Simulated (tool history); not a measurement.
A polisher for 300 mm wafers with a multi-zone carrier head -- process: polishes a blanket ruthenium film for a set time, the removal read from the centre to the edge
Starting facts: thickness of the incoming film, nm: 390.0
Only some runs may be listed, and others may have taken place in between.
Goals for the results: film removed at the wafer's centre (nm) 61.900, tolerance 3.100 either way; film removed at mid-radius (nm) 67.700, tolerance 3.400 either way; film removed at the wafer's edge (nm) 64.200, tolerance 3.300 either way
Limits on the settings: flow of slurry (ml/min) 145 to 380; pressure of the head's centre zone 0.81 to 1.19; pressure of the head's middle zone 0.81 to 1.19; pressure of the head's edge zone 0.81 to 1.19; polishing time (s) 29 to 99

run	hour	flow of slurry (ml/min)	pressure of the head's centre zone	pressure of the head's middle zone	pressure of the head's edge zone	polishing time (s)	film removed at the wafer's centre (nm)	film removed at mid-radius (nm)	film removed at the wafer's edge (nm)
1	0.0	245	1.00	1.00	1.00	64	84.352	85.646	87.513
2	8.3	245	0.99	1.00	0.98	61	81.434	84.485	82.950
3	9.4	245	0.98	0.99	0.97	58	78.851	76.972	79.219
4	16.0	245	0.97	1.01	0.97	56	72.023	75.869	75.085
5	24.9	245	0.97	1.01	1.05	56	71.829	73.801	77.389
6	28.1	245	0.97	1.02	1.04	54	70.071	73.749	73.173
7	35.4	245	0.97	1.02	1.04	53	69.239	71.445	75.111
8	37.4	245	0.96	1.02	1.02	52	67.423	72.893	71.970
9	39.9	245	0.96	1.02	1.01	51	65.534	68.607	70.005

Below are 4 possible settings for the next run. Only one of them brings all results inside the allowed miss of their targets. Which is it?
A	42.4	260	0.99	1.11	1.04	46	?	?	?
B	42.4	240	1.04	0.91	1.03	51	?	?	?
C	42.4	290	1.09	0.95	1.00	47	?	?	?
D	42.4	265	1.09	1.10	0.92	48	?	?	?

move	film removed at the wafer's centre (nm)	film removed at mid-radius (nm)	film removed at the wafer's edge (nm)
A	61.459	68.751	63.470
B	70.704	63.782	69.690
C	70.068	62.302	64.360
D	70.833	71.323	62.577
A: meets every target
B: moves away from the targets compared with the last run
C: meets the target for the result that was furthest off, but another lies outside its allowed miss
D: meets the target for the result that was furthest off, but another lies outside its allowed miss
So the answer is move A, the one that meets all the targets.
